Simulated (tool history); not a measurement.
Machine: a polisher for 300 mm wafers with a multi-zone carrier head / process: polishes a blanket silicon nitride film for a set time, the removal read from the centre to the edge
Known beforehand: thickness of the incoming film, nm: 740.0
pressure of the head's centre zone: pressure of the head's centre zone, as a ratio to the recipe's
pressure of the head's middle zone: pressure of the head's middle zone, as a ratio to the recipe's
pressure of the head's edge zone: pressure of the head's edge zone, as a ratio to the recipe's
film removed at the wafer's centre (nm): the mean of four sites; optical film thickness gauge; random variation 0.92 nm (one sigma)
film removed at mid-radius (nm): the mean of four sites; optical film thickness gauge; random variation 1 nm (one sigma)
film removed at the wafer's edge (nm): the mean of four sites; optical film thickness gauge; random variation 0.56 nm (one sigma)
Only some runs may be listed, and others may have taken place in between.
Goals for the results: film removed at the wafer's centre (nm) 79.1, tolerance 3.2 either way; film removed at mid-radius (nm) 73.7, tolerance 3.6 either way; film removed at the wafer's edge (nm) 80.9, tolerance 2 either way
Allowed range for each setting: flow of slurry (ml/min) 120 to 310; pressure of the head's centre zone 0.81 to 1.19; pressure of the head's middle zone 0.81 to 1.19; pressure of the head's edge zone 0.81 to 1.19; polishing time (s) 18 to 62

run  hour  flow of slurry (ml/min)  pressure of the head's centre zone  pressure of the head's middle zone  pressure of the head's edge zone  polishing time (s)  film removed at the wafer's centre (nm)  film removed at mid-radius (nm)  film removed at the wafer's edge (nm)
  1     0                      200                                   1                                   1                                 1                  40                                   98.873                           98.281                                 98.953
  2   5.5                      200                                1.04                                   1                                 1                  40                                   102.89                           98.736                                 98.467
  3   9.9                      200                                1.04                                0.96                                 1                  40                                   101.52                           96.018                                  99.35
  4  14.5                      200                                1.04                                1.01                                 1                  40                                   100.46                           99.242                                 99.138
  5    22                      225                                1.04                                1.01                                 1                  40                                   103.94                           101.06                                 100.56
  6  25.6                      225                                0.99                                1.01                                 1                  40                                   99.355                            102.8                                 100.64
  7  30.6                      205                                0.98                                0.97                              0.98                  39                                   94.471                           91.634                                 97.577
  8  34.9                      195                                0.98                                0.97                              0.95                  38                                   92.285                           91.472                                 92.866
  9  42.4                      185                                0.97                                0.95                              0.94                  37                                   87.616                           87.885                                 89.461
 10  50.2                      155                                0.97                                0.85                              0.89                  34                                   75.551                           72.566                                  77.43
 11  52.6                      165                                0.97                                0.85                               0.9                  34                                   78.784                           71.217                                 79.356
 12  58.8                      165                                0.97                                0.85                               0.9                  34                                   78.729                           73.554                                 79.161

Which of these 4 next moves meets every target?
  A    65                      215                                0.94                                0.86                              0.94                  33                                        ?                                ?                                      ?
  B    65                      200                                0.85                                 0.9                              0.89                  33                                        ?                                ?                                      ?
  C    65                      180                                0.97                                0.88                              0.88                  33                                        ?                                ?                                      ?
  D    65                      200                                0.95                                0.87                              0.84                  33                                        ?                                ?                                      ?

move  film removed at the wafer's centre (nm)  film removed at mid-radius (nm)  film removed at the wafer's edge (nm)
   A                                   79.597                           73.918                                 80.598
   B                                   72.634                           75.579                                 77.911
   C                                   79.042                           73.013                                 76.517
   D                                   79.296                           73.725                                 75.933
A: each result inside its tolerance
B: moves away from the targets compared with the last run
C: moves away from the targets compared with the last run
D: moves away from the targets compared with the last run
A is the move that brings every result within its allowed miss.
